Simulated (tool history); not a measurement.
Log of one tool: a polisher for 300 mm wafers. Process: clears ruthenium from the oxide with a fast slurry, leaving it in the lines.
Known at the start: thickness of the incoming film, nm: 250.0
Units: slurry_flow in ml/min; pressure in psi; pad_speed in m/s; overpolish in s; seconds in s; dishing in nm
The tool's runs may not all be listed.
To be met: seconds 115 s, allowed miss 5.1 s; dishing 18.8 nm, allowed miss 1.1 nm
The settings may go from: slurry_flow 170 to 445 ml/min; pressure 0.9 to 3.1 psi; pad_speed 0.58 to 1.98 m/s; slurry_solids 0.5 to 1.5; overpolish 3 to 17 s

| run | hour | slurry_flow | pressure | pad_speed | slurry_solids | overpolish | seconds | dishing |
|---|---|---|---|---|---|---|---|---|
| 1 | 0 | 285 | 2 | 1.28 | 1 | 9 | 69.979 | 26.44 |
| 2 | 4.3 | 220 | 2 | 1.28 | 1 | 9 | 69.589 | 27.113 |
| 3 | 9 | 220 | 2 | 1.28 | 1.2 | 9 | 65.537 | 29.173 |
| 4 | 11.1 | 220 | 1.9 | 1.28 | 1.2 | 9 | 67.81 | 27.904 |
| 5 | 16.4 | 220 | 1.9 | 1.28 | 1.4 | 9 | 63.787 | 28.814 |
| 6 | 17.1 | 220 | 1.9 | 1.58 | 1.4 | 9 | 53.119 | 33.457 |
| 7 | 22.9 | 220 | 1.8 | 1.54 | 1.4 | 9 | 57.158 | 31.113 |
| 8 | 31.2 | 220 | 1.8 | 1.54 | 1.4 | 9 | 56.45 | 31.785 |
| 9 | 35.2 | 220 | 1.2 | 1.18 | 1.35 | 10 | 107.23 | 20.035 |

5 next moves are on the table. One of them brings every result within its allowed miss. Which?
| A | 39.2 | 260 | 1.2 | 1.14 | 1.45 | 8 | ? | ? |
| B | 39.2 | 230 | 1.4 | 0.92 | 1.25 | 10 | ? | ? |
| C | 39.2 | 225 | 1.5 | 0.92 | 1.5 | 9 | ? | ? |
| D | 39.2 | 280 | 0.9 | 1.7 | 1.35 | 8 | ? | ? |
| E | 39.2 | 255 | 1.4 | 1.14 | 1.25 | 8 | ? | ? |

| move | seconds | dishing |
|---|---|---|
| A | 104.22 | 16.751 |
| B | 115.28 | 18.754 |
| C | 100.28 | 19.349 |
| D | 99.396 | 17.503 |
| E | 95.912 | 18.089 |
A: further off than the last run
B: meets every target
C: further off than the last run
D: further off than the last run
E: further off than the last run
Move B is the one to make.
